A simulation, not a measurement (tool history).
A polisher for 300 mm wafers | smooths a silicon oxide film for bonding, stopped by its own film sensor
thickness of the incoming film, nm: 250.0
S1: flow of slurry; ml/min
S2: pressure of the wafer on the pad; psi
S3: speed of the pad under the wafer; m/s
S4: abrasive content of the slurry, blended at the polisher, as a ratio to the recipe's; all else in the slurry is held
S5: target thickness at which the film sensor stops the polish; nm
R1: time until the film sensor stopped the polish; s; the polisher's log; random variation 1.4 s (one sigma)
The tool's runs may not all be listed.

run	day	S1	S2	S3	S4	S5	R1
1	0.000	275	2.6	0.94	1.0	196	88.615
2	0.342	275	2.3	0.94	1.0	196	99.901
3	0.417	275	2.2	0.94	1.0	196	103.050
4	0.596	275	2.2	1.04	1.0	196	97.824
5	0.842	230	2.2	1.04	1.0	196	100.050
6	1.038	230	1.7	1.04	1.0	196	129.050
7	1.167	235	1.7	1.04	1.0	196	128.080

The next listed run, before its measurement:
8	1.254	240	1.7	1.04	1.0	196	?

Run 8 gave R1 123.530 s.

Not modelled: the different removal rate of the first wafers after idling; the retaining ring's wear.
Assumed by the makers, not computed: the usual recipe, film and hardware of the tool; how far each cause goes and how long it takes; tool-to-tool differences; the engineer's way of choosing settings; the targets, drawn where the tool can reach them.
